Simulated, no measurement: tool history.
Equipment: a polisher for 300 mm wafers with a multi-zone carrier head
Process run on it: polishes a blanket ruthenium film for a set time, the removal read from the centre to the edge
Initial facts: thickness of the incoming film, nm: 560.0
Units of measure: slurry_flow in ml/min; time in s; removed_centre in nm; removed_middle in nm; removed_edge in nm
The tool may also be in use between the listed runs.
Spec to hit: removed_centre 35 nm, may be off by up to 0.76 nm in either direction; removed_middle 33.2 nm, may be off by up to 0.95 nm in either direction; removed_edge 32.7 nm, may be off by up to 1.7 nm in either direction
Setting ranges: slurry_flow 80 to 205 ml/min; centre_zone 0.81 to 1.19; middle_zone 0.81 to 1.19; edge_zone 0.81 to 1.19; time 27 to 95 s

Run 1, hour 0: slurry_flow 135 ml/min, centre_zone 1, middle_zone 1, edge_zone 1, time 61 s. Result: removed_centre 42.096 nm, removed_middle 41.451 nm, removed_edge 41.856 nm.
Run 2, hour 8.1: slurry_flow 135 ml/min, centre_zone 1, middle_zone 1, edge_zone 1, time 55 s. Result: removed_centre 37.334 nm, removed_middle 36.958 nm, removed_edge 36.593 nm.
Run 3, hour 11.6: slurry_flow 155 ml/min, centre_zone 1, middle_zone 1, edge_zone 1, time 55 s. Result: removed_centre 39.2 nm, removed_middle 37.855 nm, removed_edge 38.375 nm.
Run 4, hour 13.5: slurry_flow 155 ml/min, centre_zone 1, middle_zone 1, edge_zone 1, time 70 s. Result: removed_centre 50.342 nm, removed_middle 48.231 nm, removed_edge 49.215 nm.
Run 5, hour 16: slurry_flow 150 ml/min, centre_zone 0.99, middle_zone 0.99, edge_zone 0.97, time 67 s. Result: removed_centre 47.196 nm, removed_middle 45.552 nm, removed_edge 45.171 nm.
Run 6, hour 18.6: slurry_flow 150 ml/min, centre_zone 0.99, middle_zone 0.91, edge_zone 0.97, time 67 s. Result: removed_centre 47.447 nm, removed_middle 43.132 nm, removed_edge 45.451 nm.
Run 7, hour 24.2: slurry_flow 145 ml/min, centre_zone 0.98, middle_zone 0.9, edge_zone 0.95, time 65 s. Result: removed_centre 45.331 nm, removed_middle 40.951 nm, removed_edge 42.463 nm.
Run 8, hour 32.3: slurry_flow 140 ml/min, centre_zone 0.96, middle_zone 0.89, edge_zone 0.93, time 64 s. Result: removed_centre 43.356 nm, removed_middle 39.938 nm, removed_edge 41.031 nm.
Run 9, hour 35: slurry_flow 105 ml/min, centre_zone 0.92, middle_zone 0.85, edge_zone 0.83, time 56 s. Result: removed_centre 33.677 nm, removed_middle 31.813 nm, removed_edge 33.795 nm.

5 candidate next runs follow, results not yet known. Just one meets every target within its allowed miss. Identify it.
Run A, hour 37.7: slurry_flow 125 ml/min, centre_zone 0.96, middle_zone 0.83, edge_zone 0.82, time 53 s. Result: removed_centre ?, removed_middle ?, removed_edge ?.
Run B, hour 37.7: slurry_flow 115 ml/min, centre_zone 0.99, middle_zone 0.92, edge_zone 0.84, time 54 s. Result: removed_centre ?, removed_middle ?, removed_edge ?.
Run C, hour 37.7: slurry_flow 180 ml/min, centre_zone 1.04, middle_zone 1.09, edge_zone 0.81, time 45 s. Result: removed_centre ?, removed_middle ?, removed_edge ?.
Run D, hour 37.7: slurry_flow 125 ml/min, centre_zone 1.12, middle_zone 0.89, edge_zone 0.81, time 50 s. Result: removed_centre ?, removed_middle ?, removed_edge ?.
Run E, hour 37.7: slurry_flow 115 ml/min, centre_zone 1.01, middle_zone 0.81, edge_zone 0.81, time 55 s. Result: removed_centre ?, removed_middle ?, removed_edge ?.

move  removed_centre  removed_middle  removed_edge
   A          34.584          31.369        31.156
   B          35.122           33.06        31.562
   C          33.889          33.525        27.721
   D          36.445          30.717        29.219
   E          36.264          31.421        31.669
A: corrects the largest miss of the last run, while another result sits out of spec
B: in spec on every target
C: the biggest miss grows against the last run
D: carries the result that was furthest off beyond its target, to the other side
E: carries the result that was furthest off beyond its target, to the other side
The right move is B.
